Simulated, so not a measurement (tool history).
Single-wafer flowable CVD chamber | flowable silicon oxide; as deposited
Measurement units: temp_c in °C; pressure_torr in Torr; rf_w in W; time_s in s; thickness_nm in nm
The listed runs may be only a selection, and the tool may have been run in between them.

run	hour	temp_c	pressure_torr	rf_w	time_s	thickness_nm
1	0.0	100	0.878	1830	777	497.27
2	2.5	98	0.878	1830	777	533.96
3	6.7	96	0.878	1830	777	578.58
4	8.8	91	0.878	1830	777	696.01
5	16.3	90	0.878	1830	777	719.80
6	22.7	90	0.878	1830	802	743.09
7	30.6	88	0.878	1830	802	797.87

Forecast run 8:
8	32.8	87	0.878	1830	802	?

Run 8 gave thickness_nm 820.22 nm.
